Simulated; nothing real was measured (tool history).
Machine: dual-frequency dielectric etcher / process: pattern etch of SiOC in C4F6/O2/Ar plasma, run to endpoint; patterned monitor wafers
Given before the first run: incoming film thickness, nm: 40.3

run    day  bias power (kW)  source power (kW)  endpoint time (s)
  1  0.000            0.510              0.320             14.072
  2  0.217            0.510              0.340             13.836
  3  0.496            0.587              0.340             13.201
  4  0.554            0.556              0.340             13.416
  5  0.871            0.567              0.340             13.537
  6  1.033            0.581              0.350             13.191
  7  1.183            0.589              0.350             13.146

Run 8, settings as shown, results not yet in. Your forecast:
  8  1.400            0.596              0.350                  ?

endpoint time (s): 13.059
